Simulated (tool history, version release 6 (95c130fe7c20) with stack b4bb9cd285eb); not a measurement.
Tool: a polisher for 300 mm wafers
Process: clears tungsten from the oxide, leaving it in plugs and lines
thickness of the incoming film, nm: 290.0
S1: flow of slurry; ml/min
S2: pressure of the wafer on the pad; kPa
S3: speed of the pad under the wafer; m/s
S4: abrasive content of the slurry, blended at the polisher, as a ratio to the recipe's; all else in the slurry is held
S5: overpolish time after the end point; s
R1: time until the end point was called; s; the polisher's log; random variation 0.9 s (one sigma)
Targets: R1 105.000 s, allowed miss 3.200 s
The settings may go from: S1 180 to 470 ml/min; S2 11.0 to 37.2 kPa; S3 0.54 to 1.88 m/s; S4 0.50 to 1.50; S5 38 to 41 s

run	hour	S1	S2	S3	S4	S5	R1
1	0.0	300	24.1	1.20	1.00	38	55.723
2	1.4	300	20.0	1.16	1.00	38	66.256
3	9.2	300	20.0	1.16	1.00	41	66.768
4	11.7	300	20.0	1.16	1.10	41	65.890
5	18.3	300	20.0	1.16	1.10	38	65.722
6	24.5	300	17.2	1.12	1.10	38	75.659
7	31.2	300	15.2	1.08	1.10	38	85.977
8	32.5	300	13.8	1.08	1.10	38	94.092
9	40.1	300	13.1	1.08	1.10	38	95.454
10	46.0	295	11.0	1.06	1.10	38	112.080

Which of these 4 next moves meets every target?
A	51.9	275	11.0	1.02	1.10	38	?
B	51.9	295	11.0	1.04	1.15	40	?
C	51.9	265	11.0	0.96	1.25	40	?
D	51.9	385	12.4	1.08	0.85	41	?

move	R1
A	112.640
B	109.380
C	114.040
D	102.550
A: further off than the last run
B: nearer than the last run, and not there yet
C: further off than the last run
D: meets every target
The right move is D.
